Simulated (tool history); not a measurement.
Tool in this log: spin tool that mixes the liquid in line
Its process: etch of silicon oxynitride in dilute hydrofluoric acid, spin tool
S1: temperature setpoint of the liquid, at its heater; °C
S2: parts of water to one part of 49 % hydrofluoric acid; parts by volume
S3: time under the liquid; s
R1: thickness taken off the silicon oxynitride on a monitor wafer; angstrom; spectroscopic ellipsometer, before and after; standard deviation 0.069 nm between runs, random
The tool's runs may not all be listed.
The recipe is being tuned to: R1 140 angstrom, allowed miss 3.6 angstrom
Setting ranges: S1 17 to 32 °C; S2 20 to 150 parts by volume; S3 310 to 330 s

run 1 day=0 | S1=24 S2=85 S3=310 | R1=88.857
run 2 day=0.371 | S1=21.5 S2=85 S3=310 | R1=78.917
run 3 day=0.746 | S1=21.5 S2=60 S3=310 | R1=112.71
run 4 day=0.808 | S1=22.5 S2=60 S3=310 | R1=118.22
run 5 day=0.938 | S1=23.5 S2=60 S3=310 | R1=124.65
run 6 day=1.221 | S1=24 S2=60 S3=310 | R1=128.59
run 7 day=1.358 | S1=24.5 S2=60 S3=310 | R1=132.3
run 8 day=1.6 | S1=25 S2=60 S3=310 | R1=134.08

4 next moves are on the table. One of them brings every result within its allowed miss. Which?
run A day=1.842 | S1=25.5 S2=60 S3=330 | R1=?
run B day=1.842 | S1=24 S2=55 S3=310 | R1=?
run C day=1.842 | S1=25.5 S2=65 S3=320 | R1=?
run D day=1.842 | S1=24 S2=55 S3=330 | R1=?

move=A R1=146.47
move=B R1=140.22
move=C R1=130.53
move=D R1=149.27
A: carries the result that was furthest off beyond its target, to the other side
B: each result inside its tolerance
C: the biggest miss grows against the last run
D: carries the result that was furthest off beyond its target, to the other side
The right move is B.

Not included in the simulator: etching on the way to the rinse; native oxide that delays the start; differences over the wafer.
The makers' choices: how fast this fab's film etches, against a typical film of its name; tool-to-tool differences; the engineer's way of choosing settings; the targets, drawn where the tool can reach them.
